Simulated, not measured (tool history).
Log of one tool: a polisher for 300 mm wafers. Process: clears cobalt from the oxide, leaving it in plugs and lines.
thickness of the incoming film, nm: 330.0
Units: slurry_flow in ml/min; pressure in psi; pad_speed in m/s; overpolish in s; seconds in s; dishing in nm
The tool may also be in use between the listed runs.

run    day  slurry_flow  pressure  pad_speed  overpolish  seconds  dishing
  1  0.000          265       1.8       1.06          20   59.993   63.521
  2  0.088          265       1.8       0.86          20   72.048   57.218
  3  0.308          265       1.8       1.08          20   59.204   62.567
  4  0.633          265       1.8       1.08          14   59.352   52.532
  5  0.742          265       1.7       1.08          15   62.584   53.890
  6  0.842          265       1.6       1.08          16   65.014   52.790
  7  1.162          265       1.6       1.06          17   66.933   55.563
  8  1.371          265       1.5       1.06          18   70.659   54.223
  9  1.475          265       1.1       1.00          28  103.080   57.090

Forecast run 10:
 10  1.721          265       1.2       1.00          27        ?        ?

seconds: 94.551 s
dishing: 59.805 nm

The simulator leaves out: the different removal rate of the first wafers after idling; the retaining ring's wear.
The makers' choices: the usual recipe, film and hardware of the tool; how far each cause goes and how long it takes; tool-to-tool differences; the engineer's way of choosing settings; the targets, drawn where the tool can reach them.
